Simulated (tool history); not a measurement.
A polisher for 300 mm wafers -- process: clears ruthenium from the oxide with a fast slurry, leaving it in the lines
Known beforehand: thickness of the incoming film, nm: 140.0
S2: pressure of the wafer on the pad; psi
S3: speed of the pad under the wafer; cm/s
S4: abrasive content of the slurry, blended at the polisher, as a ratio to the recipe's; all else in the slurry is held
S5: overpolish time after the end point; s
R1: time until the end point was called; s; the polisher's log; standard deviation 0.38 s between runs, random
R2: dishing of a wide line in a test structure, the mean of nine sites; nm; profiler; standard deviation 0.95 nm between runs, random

{"run": 1, "day": 0.0, "flow of slurry (ml/min)": 205, "S2": 2.4, "S3": 112, "S4": 1, "S5": 25, "R1": 40.602, "R2": 43}
{"run": 2, "day": 0.354, "flow of slurry (ml/min)": 205, "S2": 2.6, "S3": 112, "S4": 1, "S5": 26, "R1": 37.492, "R2": 44.82}
{"run": 3, "day": 0.621, "flow of slurry (ml/min)": 205, "S2": 3, "S3": 112, "S4": 1, "S5": 26, "R1": 32.86, "R2": 48.112}
{"run": 4, "day": 0.671, "flow of slurry (ml/min)": 165, "S2": 3, "S3": 112, "S4": 1, "S5": 26, "R1": 33.995, "R2": 48.106}
{"run": 5, "day": 0.954, "flow of slurry (ml/min)": 165, "S2": 3, "S3": 112, "S4": 1, "S5": 19, "R1": 34.475, "R2": 41.024}
{"run": 6, "day": 1.196, "flow of slurry (ml/min)": 170, "S2": 3.1, "S3": 112, "S4": 1, "S5": 22, "R1": 32.028, "R2": 44.206}
{"run": 7, "day": 1.45, "flow of slurry (ml/min)": 170, "S2": 3.1, "S3": 112, "S4": 1, "S5": 24, "R1": 33.09, "R2": 46.505}

What does the tool deliver on the next run?
{"run": 8, "day": 1.804, "flow of slurry (ml/min)": 175, "S2": 3.2, "S3": 112, "S4": 1, "S5": 26, "R1": "?", "R2": "?"}

R1: 31.82 s
R2: 47.999 nm
